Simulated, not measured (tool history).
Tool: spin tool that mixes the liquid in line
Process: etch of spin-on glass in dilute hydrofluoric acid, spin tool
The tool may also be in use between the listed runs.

run,hour,temperature setpoint of the liquid (K),parts of water to one part of 49 % hydrofluoric acid (parts by volume),time under the liquid (s),thickness taken off the spin-on glass on a monitor wafer (nm)
1,0.0,298.15,100,15,5.7480
2,6.1,296.65,100,15,5.3505
3,14.4,297.65,90,15,6.2920
4,18.7,297.65,125,15,4.3120
5,24.1,300.65,125,15,4.8550
6,30.8,301.15,110,15,5.7330
7,32.7,301.65,100,15,6.5724
8,41.1,302.15,90,15,7.5118
9,48.0,302.65,80,15,8.5971
10,51.4,303.15,75,15,9.3975
11,59.0,303.65,70,15,10.4260
12,64.7,304.15,65,15,11.5450
13,65.3,304.65,60,15,12.7590
14,69.8,304.65,55,15,14.0870

Run 15 has not been measured yet. What should we expect?
15,77.0,305.65,50,15,?

Run 15 yielded thickness taken off the spin-on glass on a monitor wafer (nm) 16.3140.
